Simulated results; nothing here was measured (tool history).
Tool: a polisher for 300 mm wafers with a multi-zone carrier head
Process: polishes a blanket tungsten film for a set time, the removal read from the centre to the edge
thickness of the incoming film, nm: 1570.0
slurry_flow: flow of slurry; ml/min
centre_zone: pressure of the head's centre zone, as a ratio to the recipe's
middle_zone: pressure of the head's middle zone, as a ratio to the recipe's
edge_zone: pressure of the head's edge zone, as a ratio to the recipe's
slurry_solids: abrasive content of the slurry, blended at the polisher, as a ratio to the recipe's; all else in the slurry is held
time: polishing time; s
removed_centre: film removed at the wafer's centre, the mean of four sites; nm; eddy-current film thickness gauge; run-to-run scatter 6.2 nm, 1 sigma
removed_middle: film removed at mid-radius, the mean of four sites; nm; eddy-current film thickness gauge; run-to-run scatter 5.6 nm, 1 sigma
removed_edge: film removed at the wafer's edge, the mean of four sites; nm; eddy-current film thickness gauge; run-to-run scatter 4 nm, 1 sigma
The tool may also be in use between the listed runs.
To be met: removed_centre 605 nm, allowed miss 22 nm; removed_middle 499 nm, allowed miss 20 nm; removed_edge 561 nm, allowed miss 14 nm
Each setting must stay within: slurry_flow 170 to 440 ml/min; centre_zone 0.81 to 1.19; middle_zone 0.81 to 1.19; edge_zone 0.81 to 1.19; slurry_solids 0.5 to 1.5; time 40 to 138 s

| run | hour | slurry_flow | centre_zone | middle_zone | edge_zone | slurry_solids | time | removed_centre | removed_middle | removed_edge |
|---|---|---|---|---|---|---|---|---|---|---|
| 1 | 0 | 280 | 1 | 1 | 1 | 1 | 88 | 396.53 | 394.88 | 404.96 |
| 2 | 1.7 | 280 | 1 | 1 | 0.96 | 1 | 88 | 405.31 | 396.93 | 396.33 |
| 3 | 6.8 | 280 | 1.06 | 1 | 0.96 | 1 | 88 | 413.41 | 403.58 | 401.26 |
| 4 | 12.7 | 325 | 1.06 | 1 | 0.96 | 1 | 88 | 425.35 | 408.07 | 403.4 |
| 5 | 18.8 | 325 | 1.06 | 1 | 0.96 | 1 | 104 | 502.42 | 478.28 | 474.83 |
| 6 | 19.9 | 325 | 1.07 | 0.99 | 0.97 | 1.05 | 104 | 513.06 | 476.49 | 480.64 |
| 7 | 24.4 | 325 | 1.07 | 0.99 | 0.97 | 1.05 | 104 | 526.55 | 473.05 | 477.38 |
| 8 | 26.6 | 320 | 1.07 | 0.99 | 0.99 | 1.05 | 105 | 523.59 | 480.85 | 487.02 |
| 9 | 30.8 | 320 | 1.07 | 0.99 | 1 | 1.1 | 105 | 531.67 | 488.86 | 494.61 |
| 10 | 31.6 | 320 | 1.07 | 0.98 | 1.01 | 1.1 | 105 | 530.23 | 479.63 | 495.75 |
| 11 | 39 | 320 | 1.07 | 0.98 | 1.02 | 1.15 | 105 | 526.51 | 485.2 | 509.69 |
| 12 | 40.9 | 320 | 1.08 | 0.98 | 1.03 | 1.15 | 105 | 531.93 | 477.51 | 509.48 |
| 13 | 49.5 | 320 | 1.09 | 0.98 | 1.04 | 1.15 | 105 | 546.76 | 484.02 | 510.67 |
| 14 | 53.1 | 320 | 1.09 | 0.98 | 1.05 | 1.15 | 105 | 537.5 | 482.6 | 512.43 |
| 15 | 61.2 | 320 | 1.1 | 0.98 | 1.06 | 1.15 | 105 | 547.38 | 481.64 | 514.35 |
| 16 | 62.5 | 320 | 1.11 | 0.98 | 1.07 | 1.15 | 105 | 552.39 | 485.81 | 516.7 |
| 17 | 63.9 | 320 | 1.12 | 0.98 | 1.08 | 1.15 | 105 | 556.94 | 489.59 | 518.68 |

Exercise: of the 5 proposed moves below, exactly one satisfies all targets within the stated allowed misses. Which move is it?
| A | 65.3 | 210 | 1.1 | 1.12 | 1.16 | 1.45 | 101 | ? | ? | ? |
| B | 65.3 | 330 | 1.13 | 1.06 | 1.03 | 1.2 | 100 | ? | ? | ? |
| C | 65.3 | 320 | 1.19 | 0.96 | 1.19 | 1.35 | 106 | ? | ? | ? |
| D | 65.3 | 370 | 1.17 | 0.95 | 1.04 | 1.45 | 100 | ? | ? | ? |
| E | 65.3 | 280 | 0.89 | 0.91 | 1.19 | 1.15 | 116 | ? | ? | ? |

| move | removed_centre | removed_middle | removed_edge |
|---|---|---|---|
| A | 514.12 | 504.4 | 511.12 |
| B | 538.5 | 492.54 | 485.76 |
| C | 606.8 | 493.55 | 559.99 |
| D | 578.7 | 473.96 | 507.44 |
| E | 492.65 | 500.82 | 591.52 |
A: the biggest miss grows against the last run
B: the biggest miss grows against the last run
C: every result lands within tolerance
D: the biggest miss grows against the last run
E: moves the result that the last run missed by most past its target, out the other side
Answer: C
